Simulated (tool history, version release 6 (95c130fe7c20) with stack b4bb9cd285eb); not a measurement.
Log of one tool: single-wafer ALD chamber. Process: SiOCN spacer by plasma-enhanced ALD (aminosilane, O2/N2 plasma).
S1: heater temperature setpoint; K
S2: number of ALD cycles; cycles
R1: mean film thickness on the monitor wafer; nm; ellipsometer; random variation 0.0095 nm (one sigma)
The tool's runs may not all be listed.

run 1 hour=0.0 | S1=648.15 S2=63 | R1=3.9222
run 2 hour=3.7 | S1=648.15 S2=64 | R1=3.9840
run 3 hour=10.1 | S1=648.15 S2=65 | R1=4.0602
run 4 hour=14.7 | S1=642.15 S2=65 | R1=4.0509
run 5 hour=22.4 | S1=642.15 S2=56 | R1=3.4834
run 6 hour=28.3 | S1=634.15 S2=56 | R1=3.4839

Forecast run 7:
run 7 hour=35.8 | S1=634.15 S2=59 | R1=?

{"run 7": {"R1": 3.6922}}
